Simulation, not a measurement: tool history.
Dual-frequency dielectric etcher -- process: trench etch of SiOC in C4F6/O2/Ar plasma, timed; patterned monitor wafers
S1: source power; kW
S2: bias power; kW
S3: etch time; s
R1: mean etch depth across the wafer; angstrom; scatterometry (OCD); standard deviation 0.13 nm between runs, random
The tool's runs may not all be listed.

{"run": 1, "hour": 0.0, "S1": 0.44, "S2": 0.15, "S3": 13.5, "R1": 249.53}
{"run": 2, "hour": 8.6, "S1": 0.42, "S2": 0.148, "S3": 13.5, "R1": 248.63}
{"run": 3, "hour": 12.0, "S1": 0.4, "S2": 0.144, "S3": 13.5, "R1": 245.16}
{"run": 4, "hour": 17.8, "S1": 0.48, "S2": 0.144, "S3": 13.5, "R1": 255.49}
{"run": 5, "hour": 21.0, "S1": 0.46, "S2": 0.139, "S3": 13.5, "R1": 249.44}
{"run": 6, "hour": 26.7, "S1": 0.44, "S2": 0.135, "S3": 13.5, "R1": 244.93}
{"run": 7, "hour": 28.1, "S1": 0.43, "S2": 0.131, "S3": 13.5, "R1": 245.13}

What does the tool deliver on the next run?
{"run": 8, "hour": 29.4, "S1": 0.42, "S2": 0.127, "S3": 13.5, "R1": "?"}

R1: 241 angstrom
